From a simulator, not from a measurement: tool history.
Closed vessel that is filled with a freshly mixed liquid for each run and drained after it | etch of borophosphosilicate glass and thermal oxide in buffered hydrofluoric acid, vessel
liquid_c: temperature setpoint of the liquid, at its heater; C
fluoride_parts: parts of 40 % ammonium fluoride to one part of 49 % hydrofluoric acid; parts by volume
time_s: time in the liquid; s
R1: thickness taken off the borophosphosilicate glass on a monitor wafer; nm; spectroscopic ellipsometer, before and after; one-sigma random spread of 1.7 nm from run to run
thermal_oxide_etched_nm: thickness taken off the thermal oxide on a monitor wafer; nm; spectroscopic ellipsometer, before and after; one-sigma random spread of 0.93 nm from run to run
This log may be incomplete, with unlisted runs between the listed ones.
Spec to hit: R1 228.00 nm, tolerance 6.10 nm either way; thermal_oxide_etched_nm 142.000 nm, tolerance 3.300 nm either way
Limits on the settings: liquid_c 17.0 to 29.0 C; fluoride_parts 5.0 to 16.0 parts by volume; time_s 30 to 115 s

run 1 hour=0.0 | liquid_c=21.0 fluoride_parts=9.5 time_s=60 | R1=102.38 thermal_oxide_etched_nm=63.424
run 2 hour=3.1 | liquid_c=22.0 fluoride_parts=9.0 time_s=60 | R1=111.22 thermal_oxide_etched_nm=68.776
run 3 hour=11.9 | liquid_c=23.0 fluoride_parts=8.5 time_s=60 | R1=125.71 thermal_oxide_etched_nm=77.826
run 4 hour=18.7 | liquid_c=23.5 fluoride_parts=8.0 time_s=60 | R1=139.48 thermal_oxide_etched_nm=85.886
run 5 hour=19.5 | liquid_c=24.0 fluoride_parts=8.0 time_s=60 | R1=143.25 thermal_oxide_etched_nm=87.454
run 6 hour=26.1 | liquid_c=24.5 fluoride_parts=8.0 time_s=60 | R1=147.46 thermal_oxide_etched_nm=90.371
run 7 hour=29.5 | liquid_c=25.0 fluoride_parts=8.0 time_s=60 | R1=151.76 thermal_oxide_etched_nm=91.367
run 8 hour=30.4 | liquid_c=25.5 fluoride_parts=7.5 time_s=60 | R1=167.91 thermal_oxide_etched_nm=101.320
run 9 hour=33.1 | liquid_c=26.0 fluoride_parts=7.5 time_s=60 | R1=167.74 thermal_oxide_etched_nm=105.110
run 10 hour=36.0 | liquid_c=26.5 fluoride_parts=7.5 time_s=60 | R1=172.00 thermal_oxide_etched_nm=107.180
run 11 hour=44.2 | liquid_c=27.0 fluoride_parts=7.5 time_s=60 | R1=180.81 thermal_oxide_etched_nm=111.680
run 12 hour=53.0 | liquid_c=28.0 fluoride_parts=7.0 time_s=60 | R1=202.80 thermal_oxide_etched_nm=125.230
run 13 hour=62.0 | liquid_c=28.0 fluoride_parts=7.0 time_s=60 | R1=203.43 thermal_oxide_etched_nm=127.060
run 14 hour=69.0 | liquid_c=28.0 fluoride_parts=7.0 time_s=60 | R1=201.39 thermal_oxide_etched_nm=126.430
run 15 hour=76.8 | liquid_c=28.5 fluoride_parts=6.5 time_s=60 | R1=221.90 thermal_oxide_etched_nm=138.540

Pick the move, out of 4, that brings all results within their allowed miss; only one does.
run A hour=84.6 | liquid_c=23.5 fluoride_parts=8.0 time_s=105 | R1=? thermal_oxide_etched_nm=?
run B hour=84.6 | liquid_c=29.0 fluoride_parts=8.5 time_s=80 | R1=? thermal_oxide_etched_nm=?
run C hour=84.6 | liquid_c=25.0 fluoride_parts=6.5 time_s=70 | R1=? thermal_oxide_etched_nm=?
run D hour=84.6 | liquid_c=29.0 fluoride_parts=5.5 time_s=55 | R1=? thermal_oxide_etched_nm=?

move=A R1=239.47 thermal_oxide_etched_nm=149.920
move=B R1=228.62 thermal_oxide_etched_nm=143.710
move=C R1=213.79 thermal_oxide_etched_nm=133.590
move=D R1=239.97 thermal_oxide_etched_nm=149.870
A: takes the biggest miss from the last run beyond its target
B: all results land within tolerance of their targets
C: lands further from the targets than the last run did
D: takes the biggest miss from the last run beyond its target
Answer: B
